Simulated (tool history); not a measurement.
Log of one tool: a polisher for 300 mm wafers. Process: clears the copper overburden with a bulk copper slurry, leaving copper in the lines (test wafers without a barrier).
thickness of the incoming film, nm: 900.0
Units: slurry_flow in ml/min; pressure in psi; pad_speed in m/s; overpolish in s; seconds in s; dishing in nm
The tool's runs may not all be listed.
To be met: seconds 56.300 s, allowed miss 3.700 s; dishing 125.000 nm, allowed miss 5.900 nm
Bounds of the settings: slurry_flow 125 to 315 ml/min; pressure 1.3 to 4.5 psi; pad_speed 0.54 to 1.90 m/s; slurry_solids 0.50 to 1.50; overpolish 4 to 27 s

run  hour  slurry_flow  pressure  pad_speed  slurry_solids  overpolish  seconds  dishing
  1   0.0          205       2.9       1.22           1.00          14   85.529   84.634
  2   5.4          205       3.1       1.22           1.00          14   76.609   90.068
  3  10.2          205       3.1       1.22           0.90          14   82.487   87.110
  4  17.6          205       3.3       1.22           0.90          14   76.306   91.186
  5  24.4          205       3.9       1.22           0.90          14   66.618  108.030
  6  32.2          205       3.9       1.04           0.90          14   76.167   96.591
  7  38.6          210       4.5       1.18           0.90          14   59.610  118.510
  8  44.9          210       4.5       1.20           0.90          14   56.036  116.940

Which of these 5 next moves meets every target?
  A  51.2          205       4.5       1.32           0.65          15        ?        ?
  B  51.2          200       4.2       1.36           0.90          13        ?        ?
  C  51.2          230       4.3       1.20           0.90          14        ?        ?
  D  51.2          230       4.5       1.18           0.80          13        ?        ?
  E  51.2          205       4.5       1.20           0.90          13        ?        ?

move  seconds  dishing
   A   56.557  124.740
   B   55.443  114.080
   C   59.527  114.650
   D   59.174  110.080
   E   57.807  111.860
A: meets every target
B: further off than the last run
C: further off than the last run
D: further off than the last run
E: further off than the last run
The right move is A.
